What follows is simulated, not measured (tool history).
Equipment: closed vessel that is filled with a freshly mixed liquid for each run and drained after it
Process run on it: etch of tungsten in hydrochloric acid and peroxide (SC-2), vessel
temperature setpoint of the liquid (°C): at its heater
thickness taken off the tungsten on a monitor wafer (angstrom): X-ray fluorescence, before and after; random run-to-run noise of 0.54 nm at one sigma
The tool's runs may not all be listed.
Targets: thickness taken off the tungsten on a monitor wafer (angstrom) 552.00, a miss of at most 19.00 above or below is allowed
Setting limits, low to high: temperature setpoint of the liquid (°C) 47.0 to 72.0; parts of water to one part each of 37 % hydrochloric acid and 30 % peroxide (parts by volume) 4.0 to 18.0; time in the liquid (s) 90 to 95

run,hour,temperature setpoint of the liquid (°C),parts of water to one part each of 37 % hydrochloric acid and 30 % peroxide (parts by volume),time in the liquid (s),thickness taken off the tungsten on a monitor wafer (angstrom)
1,0.0,63.0,10.0,90,778.34
2,2.7,63.0,10.0,90,773.86
3,6.5,63.0,10.0,95,823.99
4,7.9,62.0,10.0,95,760.85
5,15.0,62.0,10.0,90,731.10
6,20.4,55.0,10.0,90,475.59
7,22.4,55.5,10.0,90,487.74
8,27.4,56.0,10.0,90,509.16

5 candidate next runs follow, results not yet known. Just one meets every target within its allowed miss. Identify it.
A,32.4,56.0,10.5,95,?
B,32.4,58.0,10.0,95,?
C,32.4,51.0,7.5,90,?
D,32.4,51.5,8.0,95,?
E,32.4,53.0,7.5,95,?

move,thickness taken off the tungsten on a monitor wafer (angstrom)
A,507.15
B,600.28
C,456.18
D,472.83
E,549.32
A: as far off as the last run
B: moves the result that the last run missed by most past its target, out the other side
C: further off than the last run
D: further off than the last run
E: every result lands within tolerance
Go with E: it meets all targets.
